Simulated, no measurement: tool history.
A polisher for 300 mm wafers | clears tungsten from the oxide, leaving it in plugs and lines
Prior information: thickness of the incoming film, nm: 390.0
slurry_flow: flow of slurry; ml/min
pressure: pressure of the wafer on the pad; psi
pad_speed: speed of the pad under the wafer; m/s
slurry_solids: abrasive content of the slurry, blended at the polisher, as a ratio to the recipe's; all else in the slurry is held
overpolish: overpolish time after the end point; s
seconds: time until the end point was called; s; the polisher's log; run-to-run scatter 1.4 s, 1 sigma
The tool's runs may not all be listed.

run 1 hour=0.0 | slurry_flow=160 pressure=4.3 pad_speed=1.30 slurry_solids=1.0 overpolish=47 | seconds=59.567
run 2 hour=5.7 | slurry_flow=160 pressure=3.7 pad_speed=1.26 slurry_solids=1.0 overpolish=47 | seconds=70.473
run 3 hour=7.8 | slurry_flow=160 pressure=3.7 pad_speed=1.26 slurry_solids=1.0 overpolish=50 | seconds=70.839
run 4 hour=8.3 | slurry_flow=160 pressure=3.2 pad_speed=1.22 slurry_solids=1.0 overpolish=50 | seconds=83.528
run 5 hour=16.2 | slurry_flow=160 pressure=3.2 pad_speed=1.48 slurry_solids=1.0 overpolish=50 | seconds=71.546
run 6 hour=20.7 | slurry_flow=160 pressure=3.2 pad_speed=1.48 slurry_solids=1.2 overpolish=50 | seconds=66.599
run 7 hour=28.7 | slurry_flow=155 pressure=2.9 pad_speed=1.38 slurry_solids=1.2 overpolish=50 | seconds=80.130

Run 8, settings as shown, results not yet in. Your forecast:
run 8 hour=33.7 | slurry_flow=135 pressure=1.9 pad_speed=1.20 slurry_solids=1.2 overpolish=50 | seconds=?

seconds: 141.340 s

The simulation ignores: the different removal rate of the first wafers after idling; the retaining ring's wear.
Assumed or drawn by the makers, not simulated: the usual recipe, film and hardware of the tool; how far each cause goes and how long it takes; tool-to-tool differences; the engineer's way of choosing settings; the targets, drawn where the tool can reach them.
